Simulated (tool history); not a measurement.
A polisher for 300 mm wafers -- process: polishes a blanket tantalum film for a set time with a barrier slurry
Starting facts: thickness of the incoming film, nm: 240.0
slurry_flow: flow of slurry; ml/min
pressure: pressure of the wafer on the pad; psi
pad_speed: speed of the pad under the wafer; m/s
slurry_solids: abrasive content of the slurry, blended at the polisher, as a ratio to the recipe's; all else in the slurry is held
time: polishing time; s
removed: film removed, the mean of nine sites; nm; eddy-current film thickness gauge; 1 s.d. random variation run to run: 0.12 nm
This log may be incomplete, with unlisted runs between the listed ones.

run    day  slurry_flow  pressure  pad_speed  slurry_solids  time  removed
  1      0          145       1.4       1.16              1    30    34.25
  2   0.15          145       1.3       1.08              1    30   30.227
  3  0.483          145       1.2          1              1    30   26.188
  4  0.692          145       1.2          1            1.1    30   26.775
  5    0.9          145       1.2          1            1.3    30   28.085
  6  0.938          145       1.2          1           1.15    30   27.001
  7  1.083          145       1.1       0.94           1.15    30   23.917
  8  1.108          145         1       0.88           1.15    30   20.053
  9  1.433          145       0.9       0.86           1.15    30   18.075

Run 10 is up next; what results do you expect?
 10  1.575          130       0.6       0.58            1.1    30        ?

Run 10 gave removed 8.426 nm.

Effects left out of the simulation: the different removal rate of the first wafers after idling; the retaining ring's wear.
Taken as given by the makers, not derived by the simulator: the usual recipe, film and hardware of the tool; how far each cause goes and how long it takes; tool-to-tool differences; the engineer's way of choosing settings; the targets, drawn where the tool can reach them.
